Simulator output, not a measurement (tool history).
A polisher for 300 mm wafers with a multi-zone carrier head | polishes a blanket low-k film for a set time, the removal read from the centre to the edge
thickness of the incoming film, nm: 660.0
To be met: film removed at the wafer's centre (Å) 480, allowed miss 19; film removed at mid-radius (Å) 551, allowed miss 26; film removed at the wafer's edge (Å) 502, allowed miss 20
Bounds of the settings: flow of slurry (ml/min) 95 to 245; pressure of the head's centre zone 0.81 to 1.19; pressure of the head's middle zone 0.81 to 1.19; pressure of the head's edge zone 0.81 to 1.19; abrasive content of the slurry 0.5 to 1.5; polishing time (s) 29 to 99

run	hour	flow of slurry (ml/min)	pressure of the head's centre zone	pressure of the head's middle zone	pressure of the head's edge zone	abrasive content of the slurry	polishing time (s)	film removed at the wafer's centre (Å)	film removed at mid-radius (Å)	film removed at the wafer's edge (Å)
1	0	155	1	1	1	1	64	282.68	286.3	311.18
2	3.1	170	1	1	1	1	64	283.56	293.19	306.55
3	10.4	175	1.01	1.03	1.01	1.1	68	324	336.98	351.29
4	16.4	185	1.02	1.07	1.01	1.2	70	360.56	369.84	359.28
5	21.6	185	0.95	1.07	1.01	1.2	70	332.64	363.92	375.59
6	27.4	185	0.95	1.03	1.01	1.2	70	338.54	362.53	362.22
# hour 32.5: slurry nozzle cleaned
7	32.5	190	0.94	1.06	1.02	1.25	73	387.51	425.21	410.67
8	38.7	200	0.93	1.07	1.05	1.3	73	389.42	435.89	438.67
9	46.5	215	1.01	1.17	1.01	1.5	76	476.2	533.81	465.66

5 next moves are on the table. One of them brings every result within its allowed miss. Which?
A	54.3	200	0.99	1.07	1.04	1.3	85	?	?	?
B	54.3	190	0.98	1.03	1.05	1.5	81	?	?	?
C	54.3	210	1.02	0.99	1.12	1.45	83	?	?	?
D	54.3	205	0.93	0.99	0.94	1.45	85	?	?	?
E	54.3	245	0.94	1.13	0.99	1.3	87	?	?	?

move	film removed at the wafer's centre (Å)	film removed at mid-radius (Å)	film removed at the wafer's edge (Å)
A	478.55	511.4	502.07
B	471.86	493.07	503.63
C	502.51	489.73	532.75
D	473.58	500.18	499.52
E	482.82	563.4	511.37
A: brings the result that was furthest off to its target, and leaves another outside
B: brings the result that was furthest off to its target, and leaves another outside
C: takes the result that was furthest off past its target
D: brings the result that was furthest off to its target, and leaves another outside
E: meets every target
The right move is E.
